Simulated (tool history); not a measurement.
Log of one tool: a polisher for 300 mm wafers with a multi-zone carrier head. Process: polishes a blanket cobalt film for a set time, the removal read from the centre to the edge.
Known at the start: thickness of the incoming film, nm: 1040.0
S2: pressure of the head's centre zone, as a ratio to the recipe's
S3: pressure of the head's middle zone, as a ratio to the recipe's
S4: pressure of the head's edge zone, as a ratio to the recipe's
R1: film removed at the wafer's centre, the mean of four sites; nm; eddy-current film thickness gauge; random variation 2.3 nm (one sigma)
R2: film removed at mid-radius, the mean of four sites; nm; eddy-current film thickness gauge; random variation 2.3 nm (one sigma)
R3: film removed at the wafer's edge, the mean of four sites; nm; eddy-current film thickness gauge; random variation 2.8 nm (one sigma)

Run 1, hour 0: flow of slurry (ml/min) 155, S2 1, S3 1, S4 1, polishing time (s) 45. Result: R1 240.6 nm, R2 246.48 nm, R3 244.14 nm.
Run 2, hour 0.9: flow of slurry (ml/min) 160, S2 1, S3 0.99, S4 1.02, polishing time (s) 46. Result: R1 246.66 nm, R2 250.7 nm, R3 253.56 nm.
Run 3, hour 4.1: flow of slurry (ml/min) 160, S2 0.95, S3 0.99, S4 1.02, polishing time (s) 46. Result: R1 236.64 nm, R2 251.41 nm, R3 253.59 nm.
Run 4, hour 7.9: flow of slurry (ml/min) 165, S2 0.96, S3 0.98, S4 1.04, polishing time (s) 46. Result: R1 237.61 nm, R2 249.62 nm, R3 254.93 nm.
Run 5, hour 15.2: flow of slurry (ml/min) 130, S2 0.96, S3 0.98, S4 1.04, polishing time (s) 46. Result: R1 227.07 nm, R2 244.73 nm, R3 246.31 nm.
Run 6, hour 17.8: flow of slurry (ml/min) 165, S2 0.96, S3 0.98, S4 1.04, polishing time (s) 46. Result: R1 239.24 nm, R2 251.76 nm, R3 254.41 nm.
Run 7, hour 24: flow of slurry (ml/min) 170, S2 0.97, S3 0.96, S4 1.05, polishing time (s) 47. Result: R1 251.04 nm, R2 258.35 nm, R3 260.97 nm.
Run 8, hour 26.3: flow of slurry (ml/min) 170, S2 0.97, S3 0.96, S4 1.05, polishing time (s) 47. Result: R1 248.6 nm, R2 254.3 nm, R3 258.5 nm.

Forecast run 9:
Run 9, hour 35.2: flow of slurry (ml/min) 170, S2 0.97, S3 0.94, S4 1.07, polishing time (s) 48. Result: R1 ?, R2 ?, R3 ?.

{"run 9": {"R1": 254.76, "R2": 255.74, "R3": 268.35}}
